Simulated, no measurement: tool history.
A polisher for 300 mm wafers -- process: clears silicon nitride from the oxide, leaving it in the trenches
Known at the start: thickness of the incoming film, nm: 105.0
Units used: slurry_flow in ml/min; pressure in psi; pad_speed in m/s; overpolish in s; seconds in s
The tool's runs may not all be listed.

run,hour,slurry_flow,pressure,pad_speed,overpolish,seconds
1,0,250,3.2,0.92,7,121.95
2,6.7,250,3,0.92,7,131.46
3,12.6,250,2.9,0.92,7,134.12
4,13.7,225,2.9,0.92,7,135.41
5,16.8,225,2.9,0.74,7,171.8
6,21.2,225,3,0.74,7,166.06
7,23,225,3.1,0.74,7,159.75

What will run 8 give?
8,31.8,225,3.2,0.74,7,?

Run 8 gave seconds 152.11 s.
